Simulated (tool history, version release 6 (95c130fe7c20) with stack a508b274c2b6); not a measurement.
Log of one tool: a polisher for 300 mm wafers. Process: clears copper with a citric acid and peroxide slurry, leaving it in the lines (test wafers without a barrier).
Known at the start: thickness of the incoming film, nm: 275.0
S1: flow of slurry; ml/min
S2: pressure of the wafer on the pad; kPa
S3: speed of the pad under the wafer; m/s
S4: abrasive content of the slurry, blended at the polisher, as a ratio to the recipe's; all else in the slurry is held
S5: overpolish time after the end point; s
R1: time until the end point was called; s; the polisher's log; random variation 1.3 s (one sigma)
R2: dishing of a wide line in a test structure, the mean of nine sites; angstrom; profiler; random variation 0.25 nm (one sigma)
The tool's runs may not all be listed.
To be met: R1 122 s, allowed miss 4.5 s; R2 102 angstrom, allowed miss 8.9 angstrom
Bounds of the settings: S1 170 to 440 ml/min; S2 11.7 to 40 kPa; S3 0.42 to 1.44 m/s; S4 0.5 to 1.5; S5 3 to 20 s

Run 1, hour 0: S1 280 ml/min, S2 25.5 kPa, S3 0.92 m/s, S4 1, S5 10 s. Result: R1 101.98 s, R2 196.54 angstrom.
Run 2, hour 2.2: S1 280 ml/min, S2 25.5 kPa, S3 0.92 m/s, S4 1.1, S5 10 s. Result: R1 101.02 s, R2 199.18 angstrom.
Run 3, hour 6.4: S1 280 ml/min, S2 24.8 kPa, S3 0.92 m/s, S4 1.1, S5 9 s. Result: R1 105.36 s, R2 168.99 angstrom.
Run 4, hour 10.3: S1 280 ml/min, S2 24.1 kPa, S3 0.92 m/s, S4 1.1, S5 8 s. Result: R1 106.28 s, R2 147.28 angstrom.
Run 5, hour 19: S1 315 ml/min, S2 24.1 kPa, S3 0.92 m/s, S4 1.1, S5 8 s. Result: R1 105.54 s, R2 155.35 angstrom.
Run 6, hour 27.7: S1 310 ml/min, S2 23.4 kPa, S3 0.92 m/s, S4 1.1, S5 8 s. Result: R1 108.61 s, R2 152.08 angstrom.
Run 7, hour 31.7: S1 305 ml/min, S2 22.8 kPa, S3 0.92 m/s, S4 1.1, S5 8 s. Result: R1 112.51 s, R2 149.86 angstrom.
Run 8, hour 35.5: S1 305 ml/min, S2 22.8 kPa, S3 0.92 m/s, S4 1.1, S5 7 s. Result: R1 107.81 s, R2 124.5 angstrom.

4 next moves are on the table. One of them brings every result within its allowed miss. Which?
Run A, hour 39.3: S1 320 ml/min, S2 29 kPa, S3 0.88 m/s, S4 0.85, S5 5 s. Result: R1 ?, R2 ?.
Run B, hour 39.3: S1 375 ml/min, S2 22.1 kPa, S3 0.84 m/s, S4 1.1, S5 6 s. Result: R1 ?, R2 ?.
Run C, hour 39.3: S1 285 ml/min, S2 24.8 kPa, S3 1.06 m/s, S4 1.05, S5 4 s. Result: R1 ?, R2 ?.
Run D, hour 39.3: S1 265 ml/min, S2 17.2 kPa, S3 0.98 m/s, S4 1.2, S5 11 s. Result: R1 ?, R2 ?.

move      R1      R2
   A  98.354  103.62
   B  121.17  100.79
   C  93.139  87.862
   D  129.14  168.73
A: further off than the last run
B: meets every target
C: further off than the last run
D: takes the result that was furthest off past its target
The right move is B.
